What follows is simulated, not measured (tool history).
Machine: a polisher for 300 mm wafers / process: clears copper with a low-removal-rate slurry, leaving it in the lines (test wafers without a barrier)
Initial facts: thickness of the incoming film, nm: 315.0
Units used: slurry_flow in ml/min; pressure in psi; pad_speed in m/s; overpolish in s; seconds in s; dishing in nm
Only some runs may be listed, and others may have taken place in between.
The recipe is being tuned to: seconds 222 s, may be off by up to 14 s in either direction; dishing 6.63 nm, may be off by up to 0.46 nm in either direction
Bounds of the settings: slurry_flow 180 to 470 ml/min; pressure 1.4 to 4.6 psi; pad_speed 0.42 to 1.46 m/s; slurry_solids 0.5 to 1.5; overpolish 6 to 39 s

run 1 hour=0 | slurry_flow=300 pressure=3 pad_speed=0.94 slurry_solids=1 overpolish=20 | seconds=94.944 dishing=40.302
run 2 hour=1.3 | slurry_flow=295 pressure=2.5 pad_speed=0.8 slurry_solids=0.95 overpolish=16 | seconds=129.23 dishing=24.887
run 3 hour=5.3 | slurry_flow=295 pressure=2.5 pad_speed=0.8 slurry_solids=0.95 overpolish=8 | seconds=128.62 dishing=12.588
run 4 hour=9 | slurry_flow=295 pressure=2.2 pad_speed=0.8 slurry_solids=0.95 overpolish=8 | seconds=139.04 dishing=11.779
run 5 hour=12.4 | slurry_flow=295 pressure=2.2 pad_speed=0.8 slurry_solids=0.95 overpolish=6 | seconds=141.14 dishing=8.7947
run 6 hour=17.6 | slurry_flow=295 pressure=1.7 pad_speed=0.8 slurry_solids=0.95 overpolish=6 | seconds=169.24 dishing=7.2984
run 7 hour=18.3 | slurry_flow=290 pressure=1.4 pad_speed=0.62 slurry_solids=0.9 overpolish=10 | seconds=257.35 dishing=8.1318
run 8 hour=20.9 | slurry_flow=290 pressure=1.5 pad_speed=0.64 slurry_solids=0.9 overpolish=9 | seconds=235.85 dishing=7.913

Which one of the following 4 next-run settings gets every result inside its allowed miss? There is exactly one.
run A hour=23.5 | slurry_flow=320 pressure=1.6 pad_speed=0.7 slurry_solids=1.15 overpolish=6 | seconds=? dishing=?
run B hour=23.5 | slurry_flow=310 pressure=1.6 pad_speed=0.58 slurry_solids=0.8 overpolish=8 | seconds=? dishing=?
run C hour=23.5 | slurry_flow=270 pressure=1.5 pad_speed=0.7 slurry_solids=0.95 overpolish=7 | seconds=? dishing=?
run D hour=23.5 | slurry_flow=390 pressure=1.7 pad_speed=0.5 slurry_solids=0.9 overpolish=8 | seconds=? dishing=?

move=A seconds=194.29 dishing=6.2459
move=B seconds=253 dishing=6.3912
move=C seconds=218.03 dishing=6.482
move=D seconds=260.48 dishing=6.2165
A: brings the result that was furthest off to its target, and leaves another outside
B: brings the result that was furthest off to its target, and leaves another outside
C: each result inside its tolerance
D: brings the result that was furthest off to its target, and leaves another outside
The move that meets every target is C.
